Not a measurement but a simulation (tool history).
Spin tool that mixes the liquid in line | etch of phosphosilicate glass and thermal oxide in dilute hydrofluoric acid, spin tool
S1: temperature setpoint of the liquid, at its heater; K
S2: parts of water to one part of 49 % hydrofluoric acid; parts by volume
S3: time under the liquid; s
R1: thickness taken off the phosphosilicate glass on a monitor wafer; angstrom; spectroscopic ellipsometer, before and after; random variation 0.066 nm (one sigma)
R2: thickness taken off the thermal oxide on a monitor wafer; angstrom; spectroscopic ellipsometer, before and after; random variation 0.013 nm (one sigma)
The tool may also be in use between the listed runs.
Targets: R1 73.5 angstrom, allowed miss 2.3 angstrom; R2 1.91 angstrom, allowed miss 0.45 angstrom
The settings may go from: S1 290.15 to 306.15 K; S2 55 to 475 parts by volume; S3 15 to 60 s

run	hour	S1	S2	S3	R1	R2
1	0	298.15	265	30	192.52	4.977
2	4.1	298.15	180	30	313.39	8.1077
3	8.1	298.15	180	20	208.82	5.1672
4	13.9	297.15	205	20	170.68	4.8074
5	16.5	297.15	205	15	127.35	3.0363
6	21.5	297.15	205	20	171.61	3.8998
7	25	297.15	205	20	169.91	4.5659
8	30.6	297.15	225	20	151.79	3.6901
9	35	296.15	240	20	136.88	3.3277

4 next moves are on the table. One of them brings every result within its allowed miss. Which?
A	39.4	301.15	350	15	?	?
B	39.4	291.65	260	15	?	?
C	39.4	290.15	375	25	?	?
D	39.4	293.15	205	25	?	?

move	R1	R2
A	73.219	1.8668
B	77.03	1.964
C	76.437	1.9489
D	181.53	4.6283
A: meets every target
B: nearer than the last run, and not there yet
C: nearer than the last run, and not there yet
D: further off than the last run
Move A is the one to make.

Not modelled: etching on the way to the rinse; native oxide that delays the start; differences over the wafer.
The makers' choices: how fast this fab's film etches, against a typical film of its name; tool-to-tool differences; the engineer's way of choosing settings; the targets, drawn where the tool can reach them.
